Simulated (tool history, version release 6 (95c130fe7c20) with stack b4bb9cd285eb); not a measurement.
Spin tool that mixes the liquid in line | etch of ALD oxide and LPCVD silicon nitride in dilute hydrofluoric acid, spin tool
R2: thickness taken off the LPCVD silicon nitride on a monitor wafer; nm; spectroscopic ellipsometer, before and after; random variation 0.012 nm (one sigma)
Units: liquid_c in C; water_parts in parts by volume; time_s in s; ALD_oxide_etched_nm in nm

Run 1, hour 0: liquid_c 21 C, water_parts 215 parts by volume, time_s 180 s. Result: ALD_oxide_etched_nm 8.0039 nm, R2 0.30761 nm.
Run 2, hour 7.1: liquid_c 21 C, water_parts 140 parts by volume, time_s 180 s. Result: ALD_oxide_etched_nm 13.496 nm, R2 0.48557 nm.
Run 3, hour 12.6: liquid_c 21 C, water_parts 140 parts by volume, time_s 145 s. Result: ALD_oxide_etched_nm 10.794 nm, R2 0.44169 nm.
Run 4, hour 20.3: liquid_c 17.5 C, water_parts 140 parts by volume, time_s 145 s. Result: ALD_oxide_etched_nm 9.2761 nm, R2 0.30401 nm.
Run 5, hour 29.3: liquid_c 20.5 C, water_parts 140 parts by volume, time_s 145 s. Result: ALD_oxide_etched_nm 10.592 nm, R2 0.38353 nm.
Run 6, hour 37.1: liquid_c 20 C, water_parts 165 parts by volume, time_s 145 s. Result: ALD_oxide_etched_nm 8.5131 nm, R2 0.31962 nm.
Run 7, hour 44.1: liquid_c 19.5 C, water_parts 180 parts by volume, time_s 145 s. Result: ALD_oxide_etched_nm 7.5077 nm, R2 0.26568 nm.
Run 8, hour 51.5: liquid_c 19.5 C, water_parts 195 parts by volume, time_s 145 s. Result: ALD_oxide_etched_nm 6.9412 nm, R2 0.26545 nm.
Run 9, hour 55: liquid_c 19 C, water_parts 205 parts by volume, time_s 145 s. Result: ALD_oxide_etched_nm 6.3084 nm, R2 0.21837 nm.
Run 10, hour 63.2: liquid_c 19 C, water_parts 215 parts by volume, time_s 145 s. Result: ALD_oxide_etched_nm 6.0027 nm, R2 0.1998 nm.
Run 11, hour 64.6: liquid_c 19 C, water_parts 225 parts by volume, time_s 145 s. Result: ALD_oxide_etched_nm 5.7269 nm, R2 0.21004 nm.

Forecast run 12:
Run 12, hour 71.5: liquid_c 17 C, water_parts 245 parts by volume, time_s 145 s. Result: ALD_oxide_etched_nm ?, R2 ?.

Run 12 gave ALD_oxide_etched_nm 4.7355 nm, R2 0.16297 nm.
